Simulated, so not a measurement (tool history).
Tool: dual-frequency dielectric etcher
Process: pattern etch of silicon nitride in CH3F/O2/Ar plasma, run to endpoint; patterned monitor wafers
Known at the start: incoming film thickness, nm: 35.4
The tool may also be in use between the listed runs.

{"run": 1, "day": 0.0, "source power (W)": 460, "bias power (W)": 95, "endpoint time (s)": 40.38}
{"run": 2, "day": 0.217, "source power (W)": 460, "bias power (W)": 82, "endpoint time (s)": 44.316}
{"run": 3, "day": 0.354, "source power (W)": 460, "bias power (W)": 93, "endpoint time (s)": 40.568}
{"run": 4, "day": 0.646, "source power (W)": 460, "bias power (W)": 78, "endpoint time (s)": 45.265}
{"run": 5, "day": 0.921, "source power (W)": 380, "bias power (W)": 78, "endpoint time (s)": 49.988}
{"run": 6, "day": 1.221, "source power (W)": 380, "bias power (W)": 87, "endpoint time (s)": 46.146}

Run 7 comes next. What will it give?
{"run": 7, "day": 1.412, "source power (W)": 440, "bias power (W)": 88, "endpoint time (s)": "?"}

endpoint time (s): 43.361

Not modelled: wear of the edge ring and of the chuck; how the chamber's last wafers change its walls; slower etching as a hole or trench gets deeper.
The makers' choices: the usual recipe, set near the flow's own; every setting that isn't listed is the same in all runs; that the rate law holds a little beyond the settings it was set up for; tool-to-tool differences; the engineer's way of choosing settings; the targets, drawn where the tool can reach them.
